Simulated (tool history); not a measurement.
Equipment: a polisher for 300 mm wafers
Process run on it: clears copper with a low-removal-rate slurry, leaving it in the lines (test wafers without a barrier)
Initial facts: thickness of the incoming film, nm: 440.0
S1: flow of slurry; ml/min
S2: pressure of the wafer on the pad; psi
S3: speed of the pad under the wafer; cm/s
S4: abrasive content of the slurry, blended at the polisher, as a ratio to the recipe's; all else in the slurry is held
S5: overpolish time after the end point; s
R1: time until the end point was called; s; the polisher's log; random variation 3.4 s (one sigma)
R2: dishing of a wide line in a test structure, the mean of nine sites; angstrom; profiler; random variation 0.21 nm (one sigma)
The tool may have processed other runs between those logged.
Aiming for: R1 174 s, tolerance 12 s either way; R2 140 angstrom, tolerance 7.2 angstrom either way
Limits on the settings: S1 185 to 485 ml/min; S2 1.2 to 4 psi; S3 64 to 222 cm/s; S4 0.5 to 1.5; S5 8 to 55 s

| run | hour | S1 | S2 | S3 | S4 | S5 | R1 | R2 |
|---|---|---|---|---|---|---|---|---|
| 1 | 0 | 310 | 2.6 | 142 | 1 | 28 | 137.29 | 368.66 |
| 2 | 3.9 | 310 | 2.4 | 142 | 1 | 24 | 149.47 | 341.47 |
| 3 | 11.2 | 310 | 2.2 | 142 | 1 | 24 | 162.65 | 326.98 |
| 4 | 18.3 | 310 | 2.2 | 142 | 1.15 | 24 | 158.45 | 323.36 |
| 5 | 23.9 | 310 | 2 | 142 | 1.2 | 21 | 171.6 | 284.32 |
| 6 | 28.3 | 310 | 1.9 | 144 | 1.25 | 19 | 177.18 | 268.28 |
| 7 | 29.4 | 300 | 1.8 | 146 | 1.3 | 17 | 177.47 | 239.74 |
| 8 | 34.2 | 300 | 1.8 | 146 | 1.3 | 17 | 176.97 | 237.13 |
| 9 | 37 | 280 | 1.7 | 150 | 1.35 | 15 | 183.57 | 209.82 |
| 10 | 41.5 | 265 | 1.7 | 154 | 1.4 | 14 | 177.08 | 210.89 |
| 11 | 47.2 | 250 | 1.6 | 158 | 1.4 | 13 | 186.33 | 190.11 |
| 12 | 51.1 | 240 | 1.5 | 166 | 1.4 | 12 | 194.84 | 179.87 |
| 13 | 53.5 | 230 | 1.4 | 176 | 1.4 | 11 | 193.34 | 164.23 |
| 14 | 54.5 | 225 | 1.4 | 182 | 1.4 | 10 | 186.04 | 154.05 |

Pick the move, out of 5, that brings all results within their allowed miss; only one does.
| A | 55.5 | 185 | 1.9 | 182 | 1.35 | 8 | ? | ? |
| B | 55.5 | 185 | 1.4 | 202 | 1.5 | 8 | ? | ? |
| C | 55.5 | 255 | 1.4 | 222 | 1.5 | 8 | ? | ? |
| D | 55.5 | 190 | 1.8 | 192 | 1.5 | 8 | ? | ? |
| E | 55.5 | 245 | 1.5 | 206 | 1.5 | 8 | ? | ? |

| move | R1 | R2 |
|---|---|---|
| A | 144.78 | 162.46 |
| B | 170.39 | 141.06 |
| C | 148.72 | 157.47 |
| D | 140.38 | 166.23 |
| E | 150.59 | 156.26 |
A: misses by more than the last run did
B: in spec on every target
C: misses by more than the last run did
D: misses by more than the last run did
E: misses by more than the last run did
B meets every target.
